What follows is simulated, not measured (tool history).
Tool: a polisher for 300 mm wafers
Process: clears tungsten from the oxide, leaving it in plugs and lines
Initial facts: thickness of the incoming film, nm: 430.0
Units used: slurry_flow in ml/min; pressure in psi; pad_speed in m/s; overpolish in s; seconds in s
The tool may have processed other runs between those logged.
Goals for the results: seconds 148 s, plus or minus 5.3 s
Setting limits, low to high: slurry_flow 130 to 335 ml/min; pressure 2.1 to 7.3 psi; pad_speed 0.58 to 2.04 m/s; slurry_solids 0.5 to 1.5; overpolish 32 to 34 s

run	hour	slurry_flow	pressure	pad_speed	slurry_solids	overpolish	seconds
1	0	215	4.7	1.3	1	32	64.426
2	4.4	215	4.7	1.3	1	34	64.223
3	5	215	4.2	1.22	1	34	73.735
4	12.4	215	4.2	0.96	1	34	84.904
5	18.5	215	4.2	0.96	1	32	86.04
6	24.8	215	4.2	0.96	0.9	32	85.449
7	30.9	215	3.8	0.9	0.9	32	97.932
8	37.7	215	3.4	0.88	0.9	32	109.38

Exactly one of the 5 candidate moves below puts every result within its allowed miss. Which one?
A	44.5	160	5.5	0.94	0.75	32	?
B	44.5	225	4	0.94	0.7	32	?
C	44.5	230	2.4	0.64	0.9	32	?
D	44.5	225	3.1	0.58	0.8	34	?
E	44.5	165	3	1.18	0.65	32	?

move	seconds
A	73.704
B	96.226
C	178.79
D	150.14
E	118.77
A: the biggest miss grows against the last run
B: the biggest miss grows against the last run
C: pushes the last run's worst result past its target
D: every result within its allowed miss
E: nearer than the last run, and not there yet
Correct choice: D, which meets every target

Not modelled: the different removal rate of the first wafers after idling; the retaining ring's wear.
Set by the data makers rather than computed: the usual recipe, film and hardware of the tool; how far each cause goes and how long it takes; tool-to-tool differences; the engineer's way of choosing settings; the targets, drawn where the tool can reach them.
